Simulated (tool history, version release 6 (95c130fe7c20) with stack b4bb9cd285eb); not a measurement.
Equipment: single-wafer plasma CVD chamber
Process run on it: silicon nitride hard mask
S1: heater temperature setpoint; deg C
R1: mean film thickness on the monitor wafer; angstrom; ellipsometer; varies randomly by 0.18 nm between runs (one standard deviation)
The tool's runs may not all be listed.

run 1 day=0 | S1=385 chamber_pressure_(Pa)=172 RF_power_(W)=335 deposition_time_(s)=33.2 | R1=386.94
run 2 day=0.367 | S1=385 chamber_pressure_(Pa)=159 RF_power_(W)=330 deposition_time_(s)=33.2 | R1=370.07
run 3 day=0.662 | S1=385 chamber_pressure_(Pa)=149 RF_power_(W)=325 deposition_time_(s)=33.2 | R1=360.13
run 4 day=0.971 | S1=385 chamber_pressure_(Pa)=172 RF_power_(W)=325 deposition_time_(s)=33.2 | R1=379.09
run 5 day=1.062 | S1=385 chamber_pressure_(Pa)=189 RF_power_(W)=325 deposition_time_(s)=33.2 | R1=390.74
run 6 day=1.312 | S1=385 chamber_pressure_(Pa)=189 RF_power_(W)=295 deposition_time_(s)=33.2 | R1=369.85
run 7 day=1.583 | S1=385 chamber_pressure_(Pa)=180 RF_power_(W)=290 deposition_time_(s)=33.2 | R1=362.38

Run 8 has not been measured yet. What should we expect?
run 8 day=1.862 | S1=385 chamber_pressure_(Pa)=173 RF_power_(W)=285 deposition_time_(s)=33.2 | R1=?

Logged for run 8: R1 354.3 angstrom.
